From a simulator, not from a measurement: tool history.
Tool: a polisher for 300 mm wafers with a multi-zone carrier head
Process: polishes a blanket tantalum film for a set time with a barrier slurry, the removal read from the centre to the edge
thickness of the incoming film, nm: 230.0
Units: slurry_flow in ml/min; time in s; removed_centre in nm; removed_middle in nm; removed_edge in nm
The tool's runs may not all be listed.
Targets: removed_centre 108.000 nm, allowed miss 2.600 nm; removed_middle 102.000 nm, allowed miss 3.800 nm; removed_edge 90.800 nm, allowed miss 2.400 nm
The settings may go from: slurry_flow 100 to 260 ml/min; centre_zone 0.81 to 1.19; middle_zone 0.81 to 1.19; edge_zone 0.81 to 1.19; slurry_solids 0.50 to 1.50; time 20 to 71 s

{"run": 1, "day": 0.0, "slurry_flow": 165, "centre_zone": 1.0, "middle_zone": 1.0, "edge_zone": 1.0, "slurry_solids": 1.0, "time": 45, "removed_centre": 87.217, "removed_middle": 84.274, "removed_edge": 84.501}
{"run": 2, "day": 0.317, "slurry_flow": 195, "centre_zone": 1.0, "middle_zone": 1.0, "edge_zone": 1.0, "slurry_solids": 1.0, "time": 45, "removed_centre": 88.895, "removed_middle": 84.896, "removed_edge": 85.414}
{"run": 3, "day": 0.4, "slurry_flow": 200, "centre_zone": 1.02, "middle_zone": 1.02, "edge_zone": 1.01, "slurry_solids": 1.0, "time": 45, "removed_centre": 90.247, "removed_middle": 88.229, "removed_edge": 84.267}
{"run": 4, "day": 0.546, "slurry_flow": 200, "centre_zone": 1.02, "middle_zone": 1.02, "edge_zone": 1.08, "slurry_solids": 1.0, "time": 45, "removed_centre": 90.25, "removed_middle": 89.505, "removed_edge": 88.76}
{"run": 5, "day": 0.921, "slurry_flow": 200, "centre_zone": 1.02, "middle_zone": 1.02, "edge_zone": 1.0, "slurry_solids": 1.0, "time": 45, "removed_centre": 91.493, "removed_middle": 87.592, "removed_edge": 86.112}
{"run": 6, "day": 1.25, "slurry_flow": 175, "centre_zone": 1.02, "middle_zone": 1.02, "edge_zone": 1.0, "slurry_solids": 1.0, "time": 45, "removed_centre": 88.706, "removed_middle": 86.886, "removed_edge": 83.149}
{"run": 7, "day": 1.608, "slurry_flow": 185, "centre_zone": 1.04, "middle_zone": 1.03, "edge_zone": 1.01, "slurry_solids": 1.0, "time": 45, "removed_centre": 92.136, "removed_middle": 88.435, "removed_edge": 85.478}
{"run": 8, "day": 1.967, "slurry_flow": 235, "centre_zone": 1.12, "middle_zone": 1.13, "edge_zone": 0.95, "slurry_solids": 1.05, "time": 45, "removed_centre": 104.87, "removed_middle": 99.456, "removed_edge": 85.48}
{"run": 9, "day": 2.212, "slurry_flow": 235, "centre_zone": 1.12, "middle_zone": 1.13, "edge_zone": 0.96, "slurry_solids": 1.05, "time": 45, "removed_centre": 103.79, "removed_middle": 101.74, "removed_edge": 86.957}
{"run": 10, "day": 2.338, "slurry_flow": 235, "centre_zone": 1.12, "middle_zone": 1.13, "edge_zone": 0.97, "slurry_solids": 1.05, "time": 45, "removed_centre": 103.45, "removed_middle": 100.4, "removed_edge": 86.878}
{"run": 11, "day": 2.654, "slurry_flow": 235, "centre_zone": 1.12, "middle_zone": 1.13, "edge_zone": 0.98, "slurry_solids": 1.05, "time": 45, "removed_centre": 103.37, "removed_middle": 102.52, "removed_edge": 87.222}
{"run": 12, "day": 2.767, "slurry_flow": 235, "centre_zone": 1.12, "middle_zone": 1.12, "edge_zone": 0.99, "slurry_solids": 1.05, "time": 45, "removed_centre": 103.95, "removed_middle": 99.853, "removed_edge": 88.002}
{"run": 13, "day": 2.804, "slurry_flow": 245, "centre_zone": 1.13, "middle_zone": 1.12, "edge_zone": 1.0, "slurry_solids": 1.05, "time": 45, "removed_centre": 105.44, "removed_middle": 100.78, "removed_edge": 87.253}

4 next moves are on the table. One of them brings every result within its allowed miss. Which?
{"run": "A", "day": 2.842, "slurry_flow": 260, "centre_zone": 1.16, "middle_zone": 1.19, "edge_zone": 1.0, "slurry_solids": 1.05, "time": 42, "removed_centre": "?", "removed_middle": "?", "removed_edge": "?"}
{"run": "B", "day": 2.842, "slurry_flow": 260, "centre_zone": 1.1, "middle_zone": 1.09, "edge_zone": 0.97, "slurry_solids": 0.95, "time": 48, "removed_centre": "?", "removed_middle": "?", "removed_edge": "?"}
{"run": "C", "day": 2.842, "slurry_flow": 240, "centre_zone": 1.16, "middle_zone": 1.08, "edge_zone": 1.0, "slurry_solids": 0.8, "time": 46, "removed_centre": "?", "removed_middle": "?", "removed_edge": "?"}
{"run": "D", "day": 2.842, "slurry_flow": 260, "centre_zone": 1.12, "middle_zone": 1.17, "edge_zone": 1.03, "slurry_solids": 1.0, "time": 43, "removed_centre": "?", "removed_middle": "?", "removed_edge": "?"}

move=A removed_centre=101.360 removed_middle=100.570 removed_edge=82.869
move=B removed_centre=107.060 removed_middle=104.010 removed_edge=91.177
move=C removed_centre=102.360 removed_middle=93.592 removed_edge=84.152
move=D removed_centre=98.977 removed_middle=100.280 removed_edge=85.075
A: further off than the last run
B: meets every target
C: further off than the last run
D: further off than the last run
Move B is the one to make.
